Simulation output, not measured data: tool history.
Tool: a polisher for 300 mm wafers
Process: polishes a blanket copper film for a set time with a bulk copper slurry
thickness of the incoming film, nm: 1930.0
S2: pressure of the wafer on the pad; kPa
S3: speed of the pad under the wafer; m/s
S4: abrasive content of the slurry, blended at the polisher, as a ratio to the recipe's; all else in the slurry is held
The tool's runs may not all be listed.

{"run": 1, "hour": 0.0, "flow of slurry (ml/min)": 140, "S2": 11.7, "S3": 0.94, "S4": 1, "polishing time (s)": 23, "film removed (Å)": 966.03}
{"run": 2, "hour": 8.5, "flow of slurry (ml/min)": 150, "S2": 12.4, "S3": 0.94, "S4": 1, "polishing time (s)": 23, "film removed (Å)": 1037.9}
{"run": 3, "hour": 15.3, "flow of slurry (ml/min)": 155, "S2": 12.4, "S3": 0.94, "S4": 1, "polishing time (s)": 23, "film removed (Å)": 1037}
{"run": 4, "hour": 15.8, "flow of slurry (ml/min)": 160, "S2": 12.4, "S3": 0.94, "S4": 1, "polishing time (s)": 23, "film removed (Å)": 1056.3}
{"run": 5, "hour": 22.0, "flow of slurry (ml/min)": 180, "S2": 12.4, "S3": 0.94, "S4": 1, "polishing time (s)": 23, "film removed (Å)": 1065.4}
{"run": 6, "hour": 29.8, "flow of slurry (ml/min)": 180, "S2": 12.4, "S3": 0.94, "S4": 1, "polishing time (s)": 21, "film removed (Å)": 971.85}

The next listed run, before its measurement:
{"run": 7, "hour": 35.1, "flow of slurry (ml/min)": 180, "S2": 13.1, "S3": 0.94, "S4": 1, "polishing time (s)": 21, "film removed (Å)": "?"}

Run 7 gave film removed (Å) 1032.5.

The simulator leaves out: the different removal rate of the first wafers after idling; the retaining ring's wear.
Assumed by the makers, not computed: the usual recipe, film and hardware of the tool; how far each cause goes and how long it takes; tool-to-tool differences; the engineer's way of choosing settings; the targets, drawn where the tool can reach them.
